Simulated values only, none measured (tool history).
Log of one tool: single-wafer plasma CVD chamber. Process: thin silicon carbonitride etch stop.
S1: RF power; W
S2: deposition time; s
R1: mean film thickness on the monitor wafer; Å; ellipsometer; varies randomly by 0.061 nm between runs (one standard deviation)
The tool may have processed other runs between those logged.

run  hour   S1    S2      R1
  1   0.0  260  27.6  178.90
  2   6.7  250  26.6  171.56
  3  15.6  275  26.6  177.35
  4  18.4  260  26.6  175.11
  5  20.6  260  30.0  197.34
  6  25.0  260  32.8  214.73
  7  26.5  250  30.6  196.20
  8  34.2  240  29.2  185.39
  9  36.9  230  28.0  174.01

Run 10 comes next. What will it give?
 10  38.0  190  24.1   ?

R1: 136.88 Å

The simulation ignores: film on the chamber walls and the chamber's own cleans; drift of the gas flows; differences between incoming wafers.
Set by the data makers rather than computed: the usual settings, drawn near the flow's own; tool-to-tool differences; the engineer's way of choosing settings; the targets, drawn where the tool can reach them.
